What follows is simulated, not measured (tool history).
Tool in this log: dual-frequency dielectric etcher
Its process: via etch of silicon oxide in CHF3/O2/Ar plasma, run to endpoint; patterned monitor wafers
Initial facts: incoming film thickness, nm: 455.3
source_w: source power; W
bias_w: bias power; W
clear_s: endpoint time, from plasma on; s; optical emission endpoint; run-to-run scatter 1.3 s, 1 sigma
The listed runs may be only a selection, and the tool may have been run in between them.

run	hour	source_w	bias_w	clear_s
1	0.0	600	202	212.53
2	2.2	570	199	220.29
3	5.5	550	198	227.07
4	7.2	550	224	211.48
5	13.0	610	224	201.11
6	22.0	610	244	192.71
7	27.4	580	240	196.92
8	30.6	550	235	204.62
9	31.8	530	231	212.40

Estimate the outcome of run 10 from the log above:
10	33.4	510	229	?

clear_s: 217.01 s
